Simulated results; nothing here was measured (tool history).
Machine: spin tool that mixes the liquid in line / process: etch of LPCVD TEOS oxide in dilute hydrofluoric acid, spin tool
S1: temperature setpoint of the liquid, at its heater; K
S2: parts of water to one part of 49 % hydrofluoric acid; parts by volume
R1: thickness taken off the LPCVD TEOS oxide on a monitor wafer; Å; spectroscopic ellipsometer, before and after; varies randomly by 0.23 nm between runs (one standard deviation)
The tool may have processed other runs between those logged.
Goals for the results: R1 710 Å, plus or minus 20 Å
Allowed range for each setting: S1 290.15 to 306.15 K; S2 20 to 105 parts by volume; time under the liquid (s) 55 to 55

{"run": 1, "day": 0.0, "S1": 298.15, "S2": 55, "time under the liquid (s)": 55, "R1": 290.48}
{"run": 2, "day": 0.038, "S1": 299.65, "S2": 50, "time under the liquid (s)": 55, "R1": 341.79}
{"run": 3, "day": 0.379, "S1": 299.65, "S2": 50, "time under the liquid (s)": 55, "R1": 342.53}
{"run": 4, "day": 0.717, "S1": 299.65, "S2": 60, "time under the liquid (s)": 55, "R1": 282.57}
{"run": 5, "day": 0.762, "S1": 301.15, "S2": 60, "time under the liquid (s)": 55, "R1": 301.07}
{"run": 6, "day": 0.829, "S1": 301.15, "S2": 45, "time under the liquid (s)": 55, "R1": 408.38}
{"run": 7, "day": 1.117, "S1": 302.15, "S2": 40, "time under the liquid (s)": 55, "R1": 481.01}
{"run": 8, "day": 1.267, "S1": 303.15, "S2": 40, "time under the liquid (s)": 55, "R1": 498.37}
{"run": 9, "day": 1.508, "S1": 303.65, "S2": 40, "time under the liquid (s)": 55, "R1": 509.69}
{"run": 10, "day": 1.738, "S1": 304.15, "S2": 40, "time under the liquid (s)": 55, "R1": 522.07}

Which one of the following 4 next-run settings gets every result inside its allowed miss? There is exactly one.
{"run": "A", "day": 1.967, "S1": 303.15, "S2": 30, "time under the liquid (s)": 55, "R1": "?"}
{"run": "B", "day": 1.967, "S1": 304.15, "S2": 30, "time under the liquid (s)": 55, "R1": "?"}
{"run": "C", "day": 1.967, "S1": 302.65, "S2": 30, "time under the liquid (s)": 55, "R1": "?"}
{"run": "D", "day": 1.967, "S1": 301.65, "S2": 25, "time under the liquid (s)": 55, "R1": "?"}

move=A R1=675.56
move=B R1=703.05
move=C R1=662.15
move=D R1=769.03
A: an improvement on the last run, though not all results are within tolerance
B: all results land within tolerance of their targets
C: an improvement on the last run, though not all results are within tolerance
D: moves the result that the last run missed by most past its target, out the other side
Answer: B

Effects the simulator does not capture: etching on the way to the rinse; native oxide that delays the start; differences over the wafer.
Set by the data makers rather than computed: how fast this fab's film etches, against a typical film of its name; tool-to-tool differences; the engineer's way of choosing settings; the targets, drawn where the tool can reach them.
